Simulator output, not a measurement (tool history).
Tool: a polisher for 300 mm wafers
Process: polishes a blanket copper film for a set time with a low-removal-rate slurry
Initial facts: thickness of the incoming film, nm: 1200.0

run  hour  flow of slurry (ml/min)  pressure of the wafer on the pad (kPa)  speed of the pad under the wafer (m/s)  abrasive content of the slurry  polishing time (s)  film removed (Å)
  1     0                      190                                    14.5                                    1.02                               1                  38            742.39
  2   5.4                      185                                    13.8                                    1.02                               1                  38            702.19
  3  13.4                      180                                    13.1                                    1.02                               1                  38            665.15
  4  17.4                      150                                    13.1                                    1.02                               1                  38            652.86
  5  23.7                      150                                    15.2                                    1.02                               1                  38            748.34
  6  27.3                      150                                    14.5                                    1.02                               1                  38            715.66
  7  35.2                      150                                    13.8                                    1.02                               1                  38            687.92
  8  41.8                      150                                    13.1                                    1.02                               1                  38             655.2
  9    46                      150                                    12.4                                    1.02                               1                  38            613.21
 10  47.1                      150                                    11.7                                    1.02                               1                  38             584.3
 11    54                      140                                    10.3                                    1.02                               1                  38            507.79

What will run 12 give?
 12  62.7                      130                                    10.3                                    1.02                               1                  38                 ?

{"run 12": {"film removed (Å)": 510.68}}
